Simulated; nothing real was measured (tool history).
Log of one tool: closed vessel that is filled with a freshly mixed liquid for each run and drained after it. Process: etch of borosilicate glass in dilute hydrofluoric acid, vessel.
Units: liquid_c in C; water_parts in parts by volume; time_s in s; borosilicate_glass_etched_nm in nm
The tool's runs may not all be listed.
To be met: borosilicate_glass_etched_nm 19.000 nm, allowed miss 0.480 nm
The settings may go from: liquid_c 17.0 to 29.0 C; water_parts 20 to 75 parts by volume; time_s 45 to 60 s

Run 1, hour 0.0: liquid_c 21.0 C, water_parts 45 parts by volume, time_s 60 s. Result: borosilicate_glass_etched_nm 25.819 nm.
Run 2, hour 7.4: liquid_c 20.0 C, water_parts 45 parts by volume, time_s 60 s. Result: borosilicate_glass_etched_nm 24.603 nm.
Run 3, hour 12.2: liquid_c 17.5 C, water_parts 45 parts by volume, time_s 60 s. Result: borosilicate_glass_etched_nm 22.259 nm.
Run 4, hour 15.5: liquid_c 17.0 C, water_parts 45 parts by volume, time_s 60 s. Result: borosilicate_glass_etched_nm 21.679 nm.
Run 5, hour 20.2: liquid_c 20.5 C, water_parts 45 parts by volume, time_s 60 s. Result: borosilicate_glass_etched_nm 25.346 nm.
Run 6, hour 22.0: liquid_c 20.5 C, water_parts 35 parts by volume, time_s 60 s. Result: borosilicate_glass_etched_nm 32.933 nm.
Run 7, hour 28.4: liquid_c 19.5 C, water_parts 40 parts by volume, time_s 60 s. Result: borosilicate_glass_etched_nm 27.605 nm.
Run 8, hour 29.5: liquid_c 19.0 C, water_parts 45 parts by volume, time_s 60 s. Result: borosilicate_glass_etched_nm 23.662 nm.
Run 9, hour 37.4: liquid_c 18.5 C, water_parts 45 parts by volume, time_s 60 s. Result: borosilicate_glass_etched_nm 23.272 nm.

Which of these 5 next moves meets every target?
Run A, hour 45.3: liquid_c 18.5 C, water_parts 50 parts by volume, time_s 55 s. Result: borosilicate_glass_etched_nm ?.
Run B, hour 45.3: liquid_c 17.5 C, water_parts 35 parts by volume, time_s 60 s. Result: borosilicate_glass_etched_nm ?.
Run C, hour 45.3: liquid_c 17.0 C, water_parts 50 parts by volume, time_s 55 s. Result: borosilicate_glass_etched_nm ?.
Run D, hour 45.3: liquid_c 21.0 C, water_parts 50 parts by volume, time_s 55 s. Result: borosilicate_glass_etched_nm ?.
Run E, hour 45.3: liquid_c 21.0 C, water_parts 35 parts by volume, time_s 55 s. Result: borosilicate_glass_etched_nm ?.

move  borosilicate_glass_etched_nm
   A                        19.046
   B                        28.883
   C                        17.837
   D                        21.211
   E                        30.848
A: meets every target
B: further off than the last run
C: takes the result that was furthest off past its target
D: nearer than the last run, and not there yet
E: further off than the last run
Move A is the one to make.
